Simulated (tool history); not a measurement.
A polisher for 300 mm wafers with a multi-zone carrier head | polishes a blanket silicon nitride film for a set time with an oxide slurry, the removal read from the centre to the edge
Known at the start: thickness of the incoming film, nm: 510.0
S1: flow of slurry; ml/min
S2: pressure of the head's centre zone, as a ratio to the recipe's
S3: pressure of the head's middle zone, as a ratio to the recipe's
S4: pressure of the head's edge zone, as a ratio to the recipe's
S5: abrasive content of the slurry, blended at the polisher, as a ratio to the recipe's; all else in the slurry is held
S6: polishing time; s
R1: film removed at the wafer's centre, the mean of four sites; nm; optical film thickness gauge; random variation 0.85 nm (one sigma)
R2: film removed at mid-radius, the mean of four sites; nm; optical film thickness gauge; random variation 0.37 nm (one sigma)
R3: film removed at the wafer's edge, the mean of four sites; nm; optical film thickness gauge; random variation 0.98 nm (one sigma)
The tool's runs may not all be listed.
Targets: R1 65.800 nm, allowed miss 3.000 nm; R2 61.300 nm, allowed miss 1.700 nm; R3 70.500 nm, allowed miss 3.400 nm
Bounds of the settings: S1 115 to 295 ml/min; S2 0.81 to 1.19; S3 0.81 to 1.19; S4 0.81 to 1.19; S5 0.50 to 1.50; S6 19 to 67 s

Run 1, hour 0.0: S1 190 ml/min, S2 1.00, S3 1.00, S4 1.00, S5 1.00, S6 43 s. Result: R1 38.900 nm, R2 42.500 nm, R3 41.404 nm.
Run 2, hour 6.9: S1 190 ml/min, S2 1.01, S3 0.99, S4 1.02, S5 1.05, S6 44 s. Result: R1 41.201 nm, R2 44.664 nm, R3 45.141 nm.
Run 3, hour 10.8: S1 190 ml/min, S2 1.01, S3 0.99, S4 1.02, S5 1.15, S6 44 s. Result: R1 43.568 nm, R2 46.121 nm, R3 46.707 nm.
Run 4, hour 14.0: S1 190 ml/min, S2 1.02, S3 0.99, S4 1.04, S5 1.20, S6 45 s. Result: R1 46.144 nm, R2 48.702 nm, R3 49.241 nm.
At hour 19.4: centre zone pressure recalibrated.
Run 5, hour 19.4: S1 160 ml/min, S2 1.02, S3 0.99, S4 1.04, S5 1.20, S6 45 s. Result: R1 48.816 nm, R2 46.839 nm, R3 48.848 nm.
Run 6, hour 20.7: S1 160 ml/min, S2 1.02, S3 0.93, S4 1.04, S5 1.20, S6 45 s. Result: R1 48.557 nm, R2 43.839 nm, R3 48.809 nm.
Run 7, hour 29.5: S1 165 ml/min, S2 1.02, S3 0.93, S4 1.05, S5 1.25, S6 46 s. Result: R1 49.870 nm, R2 46.386 nm, R3 51.733 nm.
Run 8, hour 32.6: S1 170 ml/min, S2 1.03, S3 0.93, S4 1.06, S5 1.30, S6 47 s. Result: R1 52.439 nm, R2 48.329 nm, R3 52.540 nm.
Run 9, hour 36.0: S1 165 ml/min, S2 1.02, S3 0.93, S4 1.07, S5 1.30, S6 48 s. Result: R1 54.611 nm, R2 49.468 nm, R3 53.166 nm.
Run 10, hour 37.4: S1 175 ml/min, S2 1.02, S3 0.92, S4 1.04, S5 1.30, S6 49 s. Result: R1 55.579 nm, R2 49.935 nm, R3 54.146 nm.
Run 11, hour 45.6: S1 170 ml/min, S2 1.01, S3 0.92, S4 1.06, S5 1.30, S6 50 s. Result: R1 55.896 nm, R2 51.145 nm, R3 56.095 nm.
Run 12, hour 52.9: S1 170 ml/min, S2 1.00, S3 0.92, S4 1.07, S5 1.30, S6 51 s. Result: R1 57.587 nm, R2 52.445 nm, R3 57.639 nm.
Run 13, hour 54.2: S1 170 ml/min, S2 1.00, S3 0.92, S4 1.07, S5 1.30, S6 51 s. Result: R1 57.142 nm, R2 52.233 nm, R3 57.766 nm.

Which of these 4 next moves meets every target?
Run A, hour 55.5: S1 230 ml/min, S2 0.97, S3 0.90, S4 1.16, S5 1.20, S6 60 s. Result: R1 ?, R2 ?, R3 ?.
Run B, hour 55.5: S1 115 ml/min, S2 1.08, S3 0.92, S4 1.04, S5 1.35, S6 59 s. Result: R1 ?, R2 ?, R3 ?.
Run C, hour 55.5: S1 220 ml/min, S2 0.82, S3 0.90, S4 1.16, S5 1.30, S6 58 s. Result: R1 ?, R2 ?, R3 ?.
Run D, hour 55.5: S1 235 ml/min, S2 0.84, S3 0.89, S4 1.13, S5 1.35, S6 58 s. Result: R1 ?, R2 ?, R3 ?.

move      R1      R2      R3
   A  65.265  60.471  70.621
   B  63.681  55.661  62.740
   C  56.276  60.237  70.406
   D  58.913  61.165  71.044
A: meets every target
B: nearer than the last run, and not there yet
C: brings the result that was furthest off to its target, and leaves another outside
D: brings the result that was furthest off to its target, and leaves another outside
Answer: A
